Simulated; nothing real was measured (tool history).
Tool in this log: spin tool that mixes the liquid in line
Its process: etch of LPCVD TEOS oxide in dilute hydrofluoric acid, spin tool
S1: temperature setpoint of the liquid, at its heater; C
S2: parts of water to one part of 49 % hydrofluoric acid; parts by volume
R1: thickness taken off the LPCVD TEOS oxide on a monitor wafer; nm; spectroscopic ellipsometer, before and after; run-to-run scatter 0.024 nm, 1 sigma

{"run": 1, "hour": 0.0, "S1": 25, "S2": 300, "time under the liquid (s)": 100, "R1": 9.4889}
{"run": 2, "hour": 1.6, "S1": 25, "S2": 230, "time under the liquid (s)": 100, "R1": 13.318}
{"run": 3, "hour": 3.4, "S1": 25, "S2": 180, "time under the liquid (s)": 100, "R1": 17.99}
{"run": 4, "hour": 10.6, "S1": 25, "S2": 180, "time under the liquid (s)": 105, "R1": 18.908}
{"run": 5, "hour": 14.7, "S1": 23.5, "S2": 205, "time under the liquid (s)": 105, "R1": 15.313}
{"hour": 17.8, "done": "hydrofluoric acid flow meter replaced"}
{"run": 6, "hour": 17.8, "S1": 23.5, "S2": 245, "time under the liquid (s)": 105, "R1": 13.123}
{"run": 7, "hour": 26.7, "S1": 22.5, "S2": 260, "time under the liquid (s)": 105, "R1": 11.691}
{"run": 8, "hour": 33.8, "S1": 21.5, "S2": 270, "time under the liquid (s)": 105, "R1": 10.72}
{"run": 9, "hour": 39.1, "S1": 20.5, "S2": 280, "time under the liquid (s)": 105, "R1": 9.8906}

Run 10 is up next; what results do you expect?
{"run": 10, "hour": 44.1, "S1": 20, "S2": 285, "time under the liquid (s)": 105, "R1": "?"}

Run 10 came out at R1 9.4947 nm.

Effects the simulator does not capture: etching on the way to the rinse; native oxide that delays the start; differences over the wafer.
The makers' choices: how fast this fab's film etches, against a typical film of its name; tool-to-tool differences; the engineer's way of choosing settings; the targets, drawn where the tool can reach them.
